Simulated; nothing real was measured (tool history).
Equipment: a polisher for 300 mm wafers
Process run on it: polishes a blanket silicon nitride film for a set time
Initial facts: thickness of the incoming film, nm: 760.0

run	hour	flow of slurry (ml/min)	pressure of the wafer on the pad (kPa)	speed of the pad under the wafer (m/s)	polishing time (s)	film removed (Å)
1	0	290	29.6	1.18	57	1202.6
2	8.4	290	31	1.18	57	1274
3	15.1	290	31	1.18	57	1260
4	21.7	290	31.7	1.18	57	1253
# hour 25.5: head pressure recalibrated
5	25.5	290	26.9	1.18	57	1054.9
6	33.2	290	28.3	1.18	57	1086.4
7	36.1	290	28.3	1.18	57	1109.5
8	40.4	290	29.6	1.18	57	1141.6

Expected results for the next run?
9	45.2	290	31	1.18	57	?

film removed (Å): 1193.8
